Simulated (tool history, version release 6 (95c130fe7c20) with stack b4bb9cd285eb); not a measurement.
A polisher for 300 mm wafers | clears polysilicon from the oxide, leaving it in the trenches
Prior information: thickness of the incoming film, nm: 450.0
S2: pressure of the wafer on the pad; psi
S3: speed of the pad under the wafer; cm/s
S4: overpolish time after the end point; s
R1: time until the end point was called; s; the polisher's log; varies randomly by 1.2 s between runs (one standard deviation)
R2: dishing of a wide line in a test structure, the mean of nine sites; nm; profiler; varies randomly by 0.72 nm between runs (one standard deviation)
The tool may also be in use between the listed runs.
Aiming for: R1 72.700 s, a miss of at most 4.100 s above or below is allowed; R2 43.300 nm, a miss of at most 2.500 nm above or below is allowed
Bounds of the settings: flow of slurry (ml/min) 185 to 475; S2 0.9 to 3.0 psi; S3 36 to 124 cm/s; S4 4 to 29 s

Run 1, day 0.000: flow of slurry (ml/min) 305, S2 1.9 psi, S3 80 cm/s, S4 15 s. Result: R1 53.842 s, R2 46.354 nm.
Run 2, day 0.108: flow of slurry (ml/min) 305, S2 2.1 psi, S3 80 cm/s, S4 15 s. Result: R1 53.163 s, R2 47.897 nm.
Run 3, day 0.471: flow of slurry (ml/min) 305, S2 2.1 psi, S3 80 cm/s, S4 20 s. Result: R1 52.005 s, R2 49.052 nm.
Run 4, day 0.558: flow of slurry (ml/min) 305, S2 1.7 psi, S3 80 cm/s, S4 20 s. Result: R1 58.348 s, R2 49.645 nm.
Run 5, day 0.754: flow of slurry (ml/min) 305, S2 1.6 psi, S3 78 cm/s, S4 18 s. Result: R1 62.498 s, R2 47.669 nm.
Run 6, day 1.096: flow of slurry (ml/min) 235, S2 1.6 psi, S3 78 cm/s, S4 18 s. Result: R1 63.530 s, R2 47.531 nm.
Run 7, day 1.304: flow of slurry (ml/min) 235, S2 1.5 psi, S3 78 cm/s, S4 17 s. Result: R1 65.130 s, R2 46.217 nm.
Run 8, day 1.392: flow of slurry (ml/min) 235, S2 1.4 psi, S3 78 cm/s, S4 16 s. Result: R1 67.817 s, R2 45.788 nm.
Run 9, day 1.721: flow of slurry (ml/min) 235, S2 1.4 psi, S3 78 cm/s, S4 15 s. Result: R1 68.343 s, R2 43.831 nm.

5 candidate next runs follow, results not yet known. Just one meets every target within its allowed miss. Identify it.
Run A, day 2.050: flow of slurry (ml/min) 240, S2 1.3 psi, S3 88 cm/s, S4 13 s. Result: R1 ?, R2 ?.
Run B, day 2.050: flow of slurry (ml/min) 285, S2 1.7 psi, S3 78 cm/s, S4 15 s. Result: R1 ?, R2 ?.
Run C, day 2.050: flow of slurry (ml/min) 245, S2 1.5 psi, S3 80 cm/s, S4 13 s. Result: R1 ?, R2 ?.
Run D, day 2.050: flow of slurry (ml/min) 255, S2 1.3 psi, S3 76 cm/s, S4 16 s. Result: R1 ?, R2 ?.
Run E, day 2.050: flow of slurry (ml/min) 250, S2 1.0 psi, S3 100 cm/s, S4 14 s. Result: R1 ?, R2 ?.

move      R1      R2
   A  65.154  43.722
   B  62.093  46.346
   C  65.838  43.564
   D  74.870  44.723
   E  65.714  44.679
A: moves away from the targets compared with the last run
B: moves away from the targets compared with the last run
C: moves away from the targets compared with the last run
D: hits every target within its allowed miss
E: moves away from the targets compared with the last run
The move that meets every target is D.

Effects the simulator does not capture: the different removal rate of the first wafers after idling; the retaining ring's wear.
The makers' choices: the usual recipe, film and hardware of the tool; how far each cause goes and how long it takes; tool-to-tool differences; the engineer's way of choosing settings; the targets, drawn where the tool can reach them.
